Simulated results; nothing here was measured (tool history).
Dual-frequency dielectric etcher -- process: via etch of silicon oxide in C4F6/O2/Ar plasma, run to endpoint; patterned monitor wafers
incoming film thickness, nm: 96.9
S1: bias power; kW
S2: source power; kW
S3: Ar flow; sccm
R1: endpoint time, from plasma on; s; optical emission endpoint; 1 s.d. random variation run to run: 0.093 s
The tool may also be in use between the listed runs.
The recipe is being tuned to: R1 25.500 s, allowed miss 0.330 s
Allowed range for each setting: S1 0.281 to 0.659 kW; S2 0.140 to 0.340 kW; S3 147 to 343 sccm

Run 1, hour 0.0: S1 0.470 kW, S2 0.240 kW, S3 245 sccm. Result: R1 24.020 s.
Run 2, hour 0.5: S1 0.461 kW, S2 0.240 kW, S3 245 sccm. Result: R1 24.268 s.
Run 3, hour 9.4: S1 0.454 kW, S2 0.240 kW, S3 245 sccm. Result: R1 24.503 s.
Run 4, hour 12.3: S1 0.449 kW, S2 0.240 kW, S3 245 sccm. Result: R1 24.377 s.
Run 5, hour 20.3: S1 0.441 kW, S2 0.240 kW, S3 245 sccm. Result: R1 24.606 s.
Run 6, hour 23.0: S1 0.441 kW, S2 0.240 kW, S3 219 sccm. Result: R1 24.421 s.
Run 7, hour 29.6: S1 0.435 kW, S2 0.240 kW, S3 219 sccm. Result: R1 24.415 s.
Run 8, hour 36.6: S1 0.428 kW, S2 0.240 kW, S3 219 sccm. Result: R1 24.524 s.
Run 9, hour 43.6: S1 0.422 kW, S2 0.240 kW, S3 219 sccm. Result: R1 24.821 s.
Run 10, hour 50.8: S1 0.418 kW, S2 0.240 kW, S3 219 sccm. Result: R1 24.772 s.
Run 11, hour 59.6: S1 0.414 kW, S2 0.240 kW, S3 219 sccm. Result: R1 24.935 s.
Run 12, hour 62.4: S1 0.411 kW, S2 0.240 kW, S3 219 sccm. Result: R1 25.013 s.
Run 13, hour 65.7: S1 0.408 kW, S2 0.240 kW, S3 219 sccm. Result: R1 24.895 s.
Run 14, hour 71.4: S1 0.404 kW, S2 0.240 kW, S3 219 sccm. Result: R1 25.066 s.
Run 15, hour 78.9: S1 0.401 kW, S2 0.240 kW, S3 219 sccm. Result: R1 24.992 s.

Next run, 4 choices. One meets every target within its allowed miss, the rest don't. Which?
Run A, hour 86.4: S1 0.429 kW, S2 0.260 kW, S3 231 sccm. Result: R1 ?.
Run B, hour 86.4: S1 0.310 kW, S2 0.270 kW, S3 191 sccm. Result: R1 ?.
Run C, hour 86.4: S1 0.392 kW, S2 0.260 kW, S3 244 sccm. Result: R1 ?.
Run D, hour 86.4: S1 0.421 kW, S2 0.240 kW, S3 223 sccm. Result: R1 ?.

move      R1
   A  23.948
   B  25.620
   C  24.769
   D  24.775
A: further off than the last run
B: all results in spec
C: further off than the last run
D: further off than the last run
Move B is the one to make.
